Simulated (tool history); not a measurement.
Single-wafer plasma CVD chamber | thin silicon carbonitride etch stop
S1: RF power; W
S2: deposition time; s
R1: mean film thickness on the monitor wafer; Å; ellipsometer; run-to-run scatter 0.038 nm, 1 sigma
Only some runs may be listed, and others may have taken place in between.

run 1 hour=0.0 | S1=235 S2=16.0 | R1=101.270
run 2 hour=8.9 | S1=235 S2=15.1 | R1=96.344
run 3 hour=16.0 | S1=230 S2=15.1 | R1=95.762
run 4 hour=22.8 | S1=230 S2=16.8 | R1=106.040
run 5 hour=24.9 | S1=220 S2=16.6 | R1=103.680
run 6 hour=26.8 | S1=210 S2=16.4 | R1=99.962
run 7 hour=27.8 | S1=210 S2=16.4 | R1=100.480
run 8 hour=36.0 | S1=200 S2=16.3 | R1=97.644
run 9 hour=39.7 | S1=195 S2=16.3 | R1=96.999
run 10 hour=48.5 | S1=190 S2=16.3 | R1=96.403

Run 11, settings as shown, results not yet in. Your forecast:
run 11 hour=53.7 | S1=185 S2=16.3 | R1=?

R1: 94.514 Å
